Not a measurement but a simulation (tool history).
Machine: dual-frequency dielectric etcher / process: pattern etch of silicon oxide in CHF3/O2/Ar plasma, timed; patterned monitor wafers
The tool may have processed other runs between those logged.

run,hour,source power (W),bias power (W),etch time (s),mean etch depth across the wafer (angstrom)
1,0.0,630,121,517.0,9710.5
2,2.1,540,121,517.0,9169.0
3,3.8,540,121,540.5,9595.7
4,7.3,540,134,540.5,10086.0
5,13.5,540,123,540.5,9692.8
6,15.9,580,123,540.5,9905.7

What does the tool deliver on the next run?
7,17.6,610,124,540.5,?

{"run 7": {"mean etch depth across the wafer (angstrom)": 10124.0}}

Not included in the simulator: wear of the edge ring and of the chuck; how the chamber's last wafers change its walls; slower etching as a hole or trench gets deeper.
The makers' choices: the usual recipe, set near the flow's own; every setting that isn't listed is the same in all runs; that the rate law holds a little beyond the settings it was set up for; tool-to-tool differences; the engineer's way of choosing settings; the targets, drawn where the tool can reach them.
